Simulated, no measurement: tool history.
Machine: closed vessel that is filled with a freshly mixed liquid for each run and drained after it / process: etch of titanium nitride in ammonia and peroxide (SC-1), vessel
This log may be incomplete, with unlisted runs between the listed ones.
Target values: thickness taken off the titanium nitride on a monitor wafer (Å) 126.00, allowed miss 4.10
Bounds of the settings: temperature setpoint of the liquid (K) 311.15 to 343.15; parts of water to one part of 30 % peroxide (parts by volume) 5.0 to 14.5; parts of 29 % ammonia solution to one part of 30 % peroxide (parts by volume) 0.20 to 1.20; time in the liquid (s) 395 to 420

run    day  temperature setpoint of the liquid (K)  parts of water to one part of 30 % peroxide (parts by volume)  parts of 29 % ammonia solution to one part of 30 % peroxide (parts by volume)  time in the liquid (s)  thickness taken off the titanium nitride on a monitor wafer (Å)
  1  0.000                                  327.15                                                            8.0                                                                           0.90                     395                                                           258.48
  2  0.225                                  327.15                                                           10.0                                                                           0.90                     395                                                           232.82
  3  0.571                                  327.15                                                           10.0                                                                           1.20                     395                                                           241.58
  4  0.629                                  324.65                                                           10.0                                                                           1.20                     395                                                           207.26
  5  0.967                                  322.65                                                           10.0                                                                           1.20                     395                                                           175.55
  6  1.188                                  321.65                                                           10.0                                                                           1.20                     395                                                           167.53
  7  1.458                                  321.65                                                           10.0                                                                           1.20                     395                                                           166.22
  8  1.733                                  320.65                                                           10.0                                                                           1.20                     395                                                           154.57
  9  1.983                                  320.15                                                           10.0                                                                           1.20                     395                                                           148.26
 10  2.300                                  319.65                                                           10.0                                                                           1.20                     395                                                           143.11
 11  2.533                                  319.15                                                           10.0                                                                           1.20                     395                                                           139.44
 12  2.850                                  319.15                                                           10.0                                                                           1.20                     395                                                           142.02
 13  3.129                                  318.65                                                           10.0                                                                           1.20                     395                                                           132.89

Which single option among these 4 for the next run brings every result within its allowed miss of target? Just one does.
  A  3.408                                  314.65                                                            8.5                                                                           1.20                     420                                                                ?
  B  3.408                                  315.15                                                            6.5                                                                           1.05                     395                                                                ?
  C  3.408                                  318.65                                                           11.5                                                                           1.20                     420                                                                ?
  D  3.408                                  318.15                                                           12.0                                                                           1.20                     395                                                                ?

move  thickness taken off the titanium nitride on a monitor wafer (Å)
   A                                                           117.71
   B                                                           127.92
   C                                                           135.67
   D                                                           120.48
A: the result that was furthest off in the last run now lies on the other side of its target
B: every result lands within tolerance
C: its largest miss is bigger than the last run's
D: the result that was furthest off in the last run now lies on the other side of its target
So the answer is move B, the one that meets all the targets.

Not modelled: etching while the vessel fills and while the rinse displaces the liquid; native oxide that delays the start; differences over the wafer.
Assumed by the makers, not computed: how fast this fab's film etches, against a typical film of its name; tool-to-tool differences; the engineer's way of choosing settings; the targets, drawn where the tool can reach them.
